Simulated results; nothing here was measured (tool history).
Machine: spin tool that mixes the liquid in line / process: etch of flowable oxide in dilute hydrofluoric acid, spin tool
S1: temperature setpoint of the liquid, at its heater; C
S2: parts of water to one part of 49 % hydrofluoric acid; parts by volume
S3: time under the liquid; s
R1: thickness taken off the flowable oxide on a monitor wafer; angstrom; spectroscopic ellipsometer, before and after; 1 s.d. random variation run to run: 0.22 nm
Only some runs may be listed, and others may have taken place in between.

run,hour,S1,S2,S3,R1
1,0.0,21.0,175,155,148.11
2,7.5,21.0,145,155,184.54
3,9.2,21.0,210,155,119.17
4,15.7,22.0,200,155,130.35
5,21.7,23.0,190,155,145.58
6,27.3,24.5,190,155,155.34

Run 7 is up next; what results do you expect?
7,34.2,25.0,185,155,?

R1: 163.04 angstrom
